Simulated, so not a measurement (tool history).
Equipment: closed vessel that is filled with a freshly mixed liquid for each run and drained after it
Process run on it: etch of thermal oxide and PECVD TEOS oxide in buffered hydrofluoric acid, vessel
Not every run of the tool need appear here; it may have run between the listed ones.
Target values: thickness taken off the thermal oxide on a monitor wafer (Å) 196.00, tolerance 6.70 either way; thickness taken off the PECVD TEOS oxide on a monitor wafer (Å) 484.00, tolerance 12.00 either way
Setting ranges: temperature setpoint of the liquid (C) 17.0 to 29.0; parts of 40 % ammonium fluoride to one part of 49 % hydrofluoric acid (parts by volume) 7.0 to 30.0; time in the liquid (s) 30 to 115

| run | day | temperature setpoint of the liquid (C) | parts of 40 % ammonium fluoride to one part of 49 % hydrofluoric acid (parts by volume) | time in the liquid (s) | thickness taken off the thermal oxide on a monitor wafer (Å) | thickness taken off the PECVD TEOS oxide on a monitor wafer (Å) |
|---|---|---|---|---|---|---|
| 1 | 0.000 | 21.0 | 20.0 | 60 | 281.20 | 702.69 |
| 2 | 0.262 | 21.0 | 20.0 | 40 | 186.47 | 465.55 |
| 3 | 0.396 | 21.0 | 20.0 | 30 | 140.87 | 347.92 |
| 4 | 0.479 | 23.0 | 20.0 | 30 | 158.23 | 385.59 |
| 5 | 0.758 | 24.0 | 19.5 | 30 | 169.64 | 418.97 |
| 6 | 1.017 | 25.0 | 19.5 | 30 | 177.07 | 439.22 |
| 7 | 1.075 | 25.5 | 19.5 | 30 | 181.82 | 455.32 |
| 8 | 1.254 | 26.0 | 19.5 | 30 | 193.71 | 467.75 |

4 next moves are on the table. One of them brings every result within its allowed miss. Which?
| A | 1.433 | 27.5 | 19.0 | 30 | ? | ? |
| B | 1.433 | 26.5 | 22.0 | 35 | ? | ? |
| C | 1.433 | 24.0 | 20.0 | 35 | ? | ? |
| D | 1.433 | 22.5 | 19.0 | 40 | ? | ? |

| move | thickness taken off the thermal oxide on a monitor wafer (Å) | thickness taken off the PECVD TEOS oxide on a monitor wafer (Å) |
|---|---|---|
| A | 209.29 | 521.39 |
| B | 209.24 | 521.26 |
| C | 194.99 | 485.76 |
| D | 212.56 | 529.53 |
A: carries the result that was furthest off beyond its target, to the other side
B: carries the result that was furthest off beyond its target, to the other side
C: each result inside its tolerance
D: carries the result that was furthest off beyond its target, to the other side
So the answer is move C, the one that meets all the targets.
